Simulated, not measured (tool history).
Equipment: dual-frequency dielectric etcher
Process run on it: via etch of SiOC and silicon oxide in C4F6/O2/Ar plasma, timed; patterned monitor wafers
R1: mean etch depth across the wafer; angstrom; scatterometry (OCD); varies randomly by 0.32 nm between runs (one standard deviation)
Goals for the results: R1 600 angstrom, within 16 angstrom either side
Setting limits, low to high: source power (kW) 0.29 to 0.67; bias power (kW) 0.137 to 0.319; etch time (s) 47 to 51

{"run": 1, "hour": 0.0, "source power (kW)": 0.48, "bias power (kW)": 0.228, "etch time (s)": 51, "R1": 695.7}
{"run": 2, "hour": 3.6, "source power (kW)": 0.48, "bias power (kW)": 0.249, "etch time (s)": 51, "R1": 711.01}
{"run": 3, "hour": 6.3, "source power (kW)": 0.48, "bias power (kW)": 0.249, "etch time (s)": 47, "R1": 658.14}
{"run": 4, "hour": 8.5, "source power (kW)": 0.53, "bias power (kW)": 0.249, "etch time (s)": 47, "R1": 689.63}
{"run": 5, "hour": 14.8, "source power (kW)": 0.53, "bias power (kW)": 0.249, "etch time (s)": 47, "R1": 697.74}
{"run": 6, "hour": 21.3, "source power (kW)": 0.59, "bias power (kW)": 0.249, "etch time (s)": 47, "R1": 732.57}
{"run": 7, "hour": 22.4, "source power (kW)": 0.56, "bias power (kW)": 0.244, "etch time (s)": 47, "R1": 713.13}
{"run": 8, "hour": 29.9, "source power (kW)": 0.54, "bias power (kW)": 0.24, "etch time (s)": 47, "R1": 701.03}
{"run": 9, "hour": 35.8, "source power (kW)": 0.52, "bias power (kW)": 0.237, "etch time (s)": 47, "R1": 683.12}
{"run": 10, "hour": 40.2, "source power (kW)": 0.5, "bias power (kW)": 0.234, "etch time (s)": 47, "R1": 662.56}
{"run": 11, "hour": 42.1, "source power (kW)": 0.49, "bias power (kW)": 0.232, "etch time (s)": 47, "R1": 653.92}
{"run": 12, "hour": 50.0, "source power (kW)": 0.49, "bias power (kW)": 0.232, "etch time (s)": 47, "R1": 653.98}
{"run": 13, "hour": 51.9, "source power (kW)": 0.48, "bias power (kW)": 0.23, "etch time (s)": 47, "R1": 642.91}
{"run": 14, "hour": 59.4, "source power (kW)": 0.47, "bias power (kW)": 0.229, "etch time (s)": 47, "R1": 631}

Exercise: of the 4 proposed moves below, exactly one satisfies all targets within the stated allowed misses. Which move is it?
{"run": "A", "hour": 66.9, "source power (kW)": 0.46, "bias power (kW)": 0.222, "etch time (s)": 48, "R1": "?"}
{"run": "B", "hour": 66.9, "source power (kW)": 0.48, "bias power (kW)": 0.238, "etch time (s)": 47, "R1": "?"}
{"run": "C", "hour": 66.9, "source power (kW)": 0.42, "bias power (kW)": 0.274, "etch time (s)": 49.5, "R1": "?"}
{"run": "D", "hour": 66.9, "source power (kW)": 0.51, "bias power (kW)": 0.142, "etch time (s)": 50, "R1": "?"}

move=A R1=631.18
move=B R1=648.83
move=C R1=667.07
move=D R1=597.23
A: no nearer and no further than the last run
B: further off than the last run
C: further off than the last run
D: every result lands within tolerance
D is the move that brings every result within its allowed miss.
